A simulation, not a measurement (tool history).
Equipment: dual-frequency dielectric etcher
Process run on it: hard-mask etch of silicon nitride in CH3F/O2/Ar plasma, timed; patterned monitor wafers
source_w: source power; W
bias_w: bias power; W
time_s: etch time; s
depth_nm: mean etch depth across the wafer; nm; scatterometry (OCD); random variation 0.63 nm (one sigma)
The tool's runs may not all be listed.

{"run": 1, "day": 0.0, "source_w": 310, "bias_w": 69, "time_s": 254.5, "depth_nm": 174.71}
{"run": 2, "day": 0.375, "source_w": 280, "bias_w": 69, "time_s": 254.5, "depth_nm": 168.4}
{"run": 3, "day": 0.621, "source_w": 280, "bias_w": 75, "time_s": 254.5, "depth_nm": 171.05}
{"run": 4, "day": 0.767, "source_w": 280, "bias_w": 75, "time_s": 265.0, "depth_nm": 179.43}
{"run": 5, "day": 0.954, "source_w": 260, "bias_w": 73, "time_s": 264.5, "depth_nm": 173.9}
{"run": 6, "day": 1.175, "source_w": 260, "bias_w": 73, "time_s": 265.0, "depth_nm": 172.13}

Run 7 comes next. What will it give?
{"run": 7, "day": 1.404, "source_w": 250, "bias_w": 73, "time_s": 265.0, "depth_nm": "?"}

{"run 7": {"depth_nm": 169.54}}

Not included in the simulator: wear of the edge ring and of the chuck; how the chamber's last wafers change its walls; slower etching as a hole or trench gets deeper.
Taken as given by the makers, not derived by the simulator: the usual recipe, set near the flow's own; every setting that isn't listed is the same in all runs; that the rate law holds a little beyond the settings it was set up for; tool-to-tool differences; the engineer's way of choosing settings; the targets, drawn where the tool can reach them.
